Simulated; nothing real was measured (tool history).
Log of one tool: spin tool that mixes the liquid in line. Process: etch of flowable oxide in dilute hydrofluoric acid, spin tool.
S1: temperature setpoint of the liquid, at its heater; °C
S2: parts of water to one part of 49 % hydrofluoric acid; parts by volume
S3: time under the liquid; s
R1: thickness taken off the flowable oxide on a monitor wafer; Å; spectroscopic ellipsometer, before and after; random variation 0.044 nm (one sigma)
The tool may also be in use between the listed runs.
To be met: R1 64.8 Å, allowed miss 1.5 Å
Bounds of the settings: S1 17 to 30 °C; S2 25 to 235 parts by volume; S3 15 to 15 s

run,hour,S1,S2,S3,R1
1,0,22,130,15,31.969
2,8.7,24,115,15,39.309
3,11,24,145,15,30.2
4,14.2,24,105,15,43.69
5,21.8,25.5,100,15,48.706
6,30.8,25.5,100,15,48.888
7,37.1,27,95,15,54.502
8,44.2,28,95,15,56.563
9,48.2,28.5,95,15,58.203
10,52,29,95,15,59.583

4 next moves are on the table. One of them brings every result within its allowed miss. Which?
A,55.8,29.5,85,15,?
B,55.8,28,85,15,?
C,55.8,30,85,15,?
D,55.8,28,80,15,?

move,R1
A,69.152
B,65.251
C,70.492
D,69.772
A: takes the result that was furthest off past its target
B: meets every target
C: takes the result that was furthest off past its target
D: takes the result that was furthest off past its target
Answer: B

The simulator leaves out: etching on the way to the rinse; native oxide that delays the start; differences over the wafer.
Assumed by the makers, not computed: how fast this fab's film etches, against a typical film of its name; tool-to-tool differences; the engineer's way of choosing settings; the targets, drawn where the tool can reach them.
